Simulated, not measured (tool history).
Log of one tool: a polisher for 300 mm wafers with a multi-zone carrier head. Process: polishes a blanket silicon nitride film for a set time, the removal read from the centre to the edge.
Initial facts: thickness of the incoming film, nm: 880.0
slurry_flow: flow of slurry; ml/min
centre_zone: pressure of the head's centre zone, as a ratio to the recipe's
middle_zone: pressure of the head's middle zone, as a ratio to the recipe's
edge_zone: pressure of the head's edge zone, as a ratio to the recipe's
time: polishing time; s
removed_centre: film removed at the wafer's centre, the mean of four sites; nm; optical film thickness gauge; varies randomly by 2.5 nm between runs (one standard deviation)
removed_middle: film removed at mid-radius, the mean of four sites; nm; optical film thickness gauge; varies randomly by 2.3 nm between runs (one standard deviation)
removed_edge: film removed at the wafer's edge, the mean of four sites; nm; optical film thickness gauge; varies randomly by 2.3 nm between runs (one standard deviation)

run	hour	slurry_flow	centre_zone	middle_zone	edge_zone	time	removed_centre	removed_middle	removed_edge
1	0.0	170	1.00	1.00	1.00	63	122.28	123.15	123.01
2	0.6	150	1.00	1.00	1.00	63	118.83	124.21	120.74
3	3.3	150	1.00	1.00	1.00	52	100.32	100.43	101.10
4	5.1	155	1.02	1.01	1.02	56	108.62	110.91	109.34
5	9.0	165	1.04	1.01	1.04	60	124.36	119.93	120.47
6	15.0	165	1.00	1.01	1.04	60	118.53	120.84	116.43
7	23.5	165	1.00	1.01	1.04	60	119.54	119.28	119.94
8	26.5	170	1.00	1.02	1.06	63	126.60	127.00	125.95
9	33.6	170	1.01	1.02	1.07	66	129.58	132.24	131.69

What does the tool deliver on the next run?
10	42.1	210	1.11	1.04	1.09	83	?	?	?

Run 10 produced removed_centre 186.79 nm, removed_middle 173.56 nm, removed_edge 172.53 nm.
